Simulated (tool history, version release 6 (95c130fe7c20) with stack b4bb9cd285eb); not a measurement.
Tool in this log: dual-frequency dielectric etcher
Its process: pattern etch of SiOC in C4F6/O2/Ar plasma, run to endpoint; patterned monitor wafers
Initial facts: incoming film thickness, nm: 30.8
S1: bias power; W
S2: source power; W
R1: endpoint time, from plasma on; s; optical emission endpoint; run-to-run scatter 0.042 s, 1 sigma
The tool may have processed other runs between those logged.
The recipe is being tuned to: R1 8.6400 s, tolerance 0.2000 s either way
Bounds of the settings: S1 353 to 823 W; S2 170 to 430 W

| run | hour | S1 | S2 | R1 |
|---|---|---|---|---|
| 1 | 0.0 | 588 | 300 | 10.9430 |
| 2 | 3.8 | 588 | 260 | 11.5980 |
| 3 | 8.1 | 615 | 270 | 11.1270 |
| 4 | 16.2 | 639 | 280 | 10.8670 |
| 5 | 21.5 | 600 | 280 | 11.0870 |
| 6 | 23.3 | 625 | 290 | 10.7700 |
| 7 | 29.9 | 647 | 300 | 10.3890 |
| 8 | 34.0 | 667 | 300 | 10.3580 |
| 9 | 35.4 | 685 | 310 | 9.9849 |
| 10 | 39.2 | 700 | 310 | 9.9696 |

Of the 5 settings listed for the next run, only one would bring every result within its allowed miss of target. Which one?
| A | 43.0 | 789 | 350 | ? |
| B | 43.0 | 723 | 390 | ? |
| C | 43.0 | 664 | 220 | ? |
| D | 43.0 | 746 | 350 | ? |
| E | 43.0 | 767 | 400 | ? |

| move | R1 |
|---|---|
| A | 9.0072 |
| B | 8.9778 |
| C | 11.7030 |
| D | 9.2343 |
| E | 8.6611 |
A: better than the last run, though not everything is in spec
B: better than the last run, though not everything is in spec
C: lands further from the targets than the last run did
D: better than the last run, though not everything is in spec
E: every result lands within tolerance
The move that meets every target is E.

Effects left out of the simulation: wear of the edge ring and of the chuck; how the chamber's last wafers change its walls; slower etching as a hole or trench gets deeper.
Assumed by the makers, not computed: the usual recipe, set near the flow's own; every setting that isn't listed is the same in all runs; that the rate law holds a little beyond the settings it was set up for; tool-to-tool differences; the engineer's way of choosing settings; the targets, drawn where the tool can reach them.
